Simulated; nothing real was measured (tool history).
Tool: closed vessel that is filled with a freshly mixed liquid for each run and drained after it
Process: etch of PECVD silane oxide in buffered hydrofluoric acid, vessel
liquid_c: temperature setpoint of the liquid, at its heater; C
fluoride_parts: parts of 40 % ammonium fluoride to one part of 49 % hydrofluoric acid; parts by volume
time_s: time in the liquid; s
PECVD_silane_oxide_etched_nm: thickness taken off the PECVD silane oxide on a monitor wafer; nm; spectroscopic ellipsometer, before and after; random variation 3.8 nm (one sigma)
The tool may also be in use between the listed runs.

| run | hour | liquid_c | fluoride_parts | time_s | PECVD_silane_oxide_etched_nm |
|---|---|---|---|---|---|
| 1 | 0 | 23 | 8.5 | 90 | 252.41 |
| 2 | 1 | 23 | 10.5 | 90 | 213.75 |
| 3 | 7.5 | 23 | 13 | 90 | 174.85 |
| 4 | 8.7 | 19.5 | 13 | 90 | 141.04 |
| 5 | 10.2 | 22 | 13 | 90 | 161.99 |
| 6 | 15.6 | 24.5 | 10.5 | 90 | 231.96 |
| 7 | 20.1 | 26.5 | 9 | 90 | 289.48 |
| 8 | 24.3 | 28 | 8 | 90 | 359.7 |

Forecast run 9:
| 9 | 26.4 | 31 | 6 | 90 | ? |

PECVD_silane_oxide_etched_nm: 544.96 nm
